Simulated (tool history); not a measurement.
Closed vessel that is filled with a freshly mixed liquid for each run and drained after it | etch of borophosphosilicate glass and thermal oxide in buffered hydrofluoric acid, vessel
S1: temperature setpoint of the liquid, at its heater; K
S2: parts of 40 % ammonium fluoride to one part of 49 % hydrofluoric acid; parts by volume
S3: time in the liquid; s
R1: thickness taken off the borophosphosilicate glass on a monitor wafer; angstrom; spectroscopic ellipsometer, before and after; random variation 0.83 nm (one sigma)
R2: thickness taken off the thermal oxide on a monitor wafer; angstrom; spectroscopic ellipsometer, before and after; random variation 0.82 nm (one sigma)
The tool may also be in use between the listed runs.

Run 1, hour 0.0: S1 295.15 K, S2 9.0 parts by volume, S3 60 s. Result: R1 820.29 angstrom, R2 711.08 angstrom.
Run 2, hour 5.8: S1 296.15 K, S2 9.0 parts by volume, S3 60 s. Result: R1 857.98 angstrom, R2 754.10 angstrom.
Run 3, hour 8.8: S1 296.65 K, S2 9.0 parts by volume, S3 60 s. Result: R1 895.08 angstrom, R2 776.38 angstrom.
Run 4, hour 14.4: S1 296.65 K, S2 7.0 parts by volume, S3 60 s. Result: R1 1163.30 angstrom, R2 1020.80 angstrom.
Run 5, hour 17.9: S1 296.15 K, S2 7.0 parts by volume, S3 60 s. Result: R1 1127.00 angstrom, R2 999.19 angstrom.
Run 6, hour 20.2: S1 296.15 K, S2 9.0 parts by volume, S3 60 s. Result: R1 846.58 angstrom, R2 767.34 angstrom.
Run 7, hour 29.1: S1 296.65 K, S2 9.0 parts by volume, S3 60 s. Result: R1 875.95 angstrom, R2 775.11 angstrom.
Run 8, hour 33.6: S1 297.15 K, S2 9.0 parts by volume, S3 60 s. Result: R1 898.26 angstrom, R2 807.55 angstrom.
Run 9, hour 37.1: S1 297.65 K, S2 8.5 parts by volume, S3 60 s. Result: R1 1001.20 angstrom, R2 869.56 angstrom.

Forecast run 10:
Run 10, hour 44.4: S1 298.15 K, S2 8.5 parts by volume, S3 60 s. Result: R1 ?, R2 ?.

{"run 10": {"R1": 1027.3, "R2": 900.22}}
